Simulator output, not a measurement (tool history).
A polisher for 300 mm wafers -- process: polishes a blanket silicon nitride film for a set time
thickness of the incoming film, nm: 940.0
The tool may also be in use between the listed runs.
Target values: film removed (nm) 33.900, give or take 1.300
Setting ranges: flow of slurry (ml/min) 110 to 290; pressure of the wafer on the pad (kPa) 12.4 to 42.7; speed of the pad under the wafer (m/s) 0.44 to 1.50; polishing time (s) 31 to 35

run	hour	flow of slurry (ml/min)	pressure of the wafer on the pad (kPa)	speed of the pad under the wafer (m/s)	polishing time (s)	film removed (nm)
1	0.0	185	27.6	0.96	35	55.043
2	2.5	185	27.6	0.82	35	48.246
3	10.1	185	27.6	0.82	31	42.779
4	13.5	185	26.9	0.82	31	41.209
5	19.7	185	26.9	0.82	35	46.853
6	28.3	185	26.9	0.82	35	47.453
7	36.7	185	25.5	0.82	35	44.993
8	39.8	185	24.1	0.82	35	42.037
9	46.3	185	23.4	0.82	35	41.351
10	49.7	185	22.8	0.82	35	40.564

Exactly one of the 5 candidate moves below puts every result within its allowed miss. Which one?
A	53.1	205	23.4	0.78	32	?
B	53.1	155	22.1	0.94	31	?
C	53.1	160	20.7	0.80	34	?
D	53.1	175	20.0	0.76	32	?
E	53.1	205	23.4	0.78	33	?

move	film removed (nm)
A	37.093
B	37.682
C	34.366
D	30.521
E	38.252
A: closes in on the targets versus the last run, not all within tolerance yet
B: closes in on the targets versus the last run, not all within tolerance yet
C: hits every target within its allowed miss
D: carries the result that was furthest off beyond its target, to the other side
E: closes in on the targets versus the last run, not all within tolerance yet
Correct choice: C, which meets every target
